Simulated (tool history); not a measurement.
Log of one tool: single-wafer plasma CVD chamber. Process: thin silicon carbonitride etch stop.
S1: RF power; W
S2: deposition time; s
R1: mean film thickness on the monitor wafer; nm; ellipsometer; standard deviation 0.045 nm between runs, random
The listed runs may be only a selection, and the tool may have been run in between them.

run	hour	S1	S2	R1
1	0.0	210	26.8	14.940
2	6.3	200	26.1	14.280
3	14.6	230	26.1	14.920
4	19.7	220	25.5	14.449
5	27.3	210	25.1	13.911
6	34.8	210	27.6	15.404
7	43.6	200	26.9	14.834
8	50.2	195	26.2	14.286
9	54.7	190	25.7	13.951

What does the tool deliver on the next run?
10	57.2	185	25.3	?

R1: 13.624 nm
